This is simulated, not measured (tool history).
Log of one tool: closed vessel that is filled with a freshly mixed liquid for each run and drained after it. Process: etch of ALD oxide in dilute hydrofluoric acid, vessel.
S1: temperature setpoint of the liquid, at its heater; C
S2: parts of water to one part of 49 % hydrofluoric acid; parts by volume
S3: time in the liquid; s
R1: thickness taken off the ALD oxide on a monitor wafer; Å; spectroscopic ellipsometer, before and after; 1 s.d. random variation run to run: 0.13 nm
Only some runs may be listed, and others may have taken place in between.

run    day    S1   S2   S3      R1
  1      0    25  155  450  307.98
  2  0.075    25  155  485  336.53
  3  0.342    25  155  450  316.74
  4  0.679    25  155  450  314.88
  5  0.992    28  155  450  349.21
  6    1.2    28  180  450  294.09
  7  1.421    24  190  450  234.77
  8  1.688  22.5  190  450  223.27

Run 9 has not been measured yet. What should we expect?
  9  1.767  21.5  190  450   ?

{"run 9": {"R1": 214.82}}

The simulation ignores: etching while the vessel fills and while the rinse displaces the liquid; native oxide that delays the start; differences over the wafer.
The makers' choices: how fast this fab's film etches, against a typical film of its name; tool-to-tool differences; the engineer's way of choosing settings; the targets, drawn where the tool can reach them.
